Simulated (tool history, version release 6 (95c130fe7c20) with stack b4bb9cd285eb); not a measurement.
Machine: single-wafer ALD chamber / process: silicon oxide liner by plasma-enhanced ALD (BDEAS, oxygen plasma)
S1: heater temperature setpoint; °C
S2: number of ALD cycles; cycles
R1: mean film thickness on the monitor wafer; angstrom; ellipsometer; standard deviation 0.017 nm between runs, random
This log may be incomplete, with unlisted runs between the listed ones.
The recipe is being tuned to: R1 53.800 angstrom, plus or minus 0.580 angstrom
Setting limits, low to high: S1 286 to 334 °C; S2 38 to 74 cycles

run 1 day=0.000 | S1=310 S2=56 | R1=49.827
run 2 day=0.292 | S1=308 S2=57 | R1=51.103
run 3 day=0.346 | S1=305 S2=57 | R1=51.304
run 4 day=0.429 | S1=313 S2=57 | R1=50.791
run 5 day=0.675 | S1=305 S2=57 | R1=51.363
run 6 day=0.971 | S1=303 S2=57 | R1=51.823
run 7 day=1.088 | S1=301 S2=57 | R1=51.698
run 8 day=1.450 | S1=300 S2=57 | R1=51.651
run 9 day=1.546 | S1=299 S2=57 | R1=51.846

Pick the move, out of 5, that brings all results within their allowed miss; only one does.
run A day=1.642 | S1=303 S2=56 | R1=?
run B day=1.642 | S1=310 S2=56 | R1=?
run C day=1.642 | S1=297 S2=59 | R1=?
run D day=1.642 | S1=289 S2=59 | R1=?
run E day=1.642 | S1=300 S2=58 | R1=?

move=A R1=50.761
move=B R1=50.262
move=C R1=54.296
move=D R1=55.867
move=E R1=52.796
A: misses by more than the last run did
B: misses by more than the last run did
C: all results land within tolerance of their targets
D: the result that was furthest off in the last run now lies on the other side of its target
E: an improvement on the last run, though not all results are within tolerance
C meets every target.
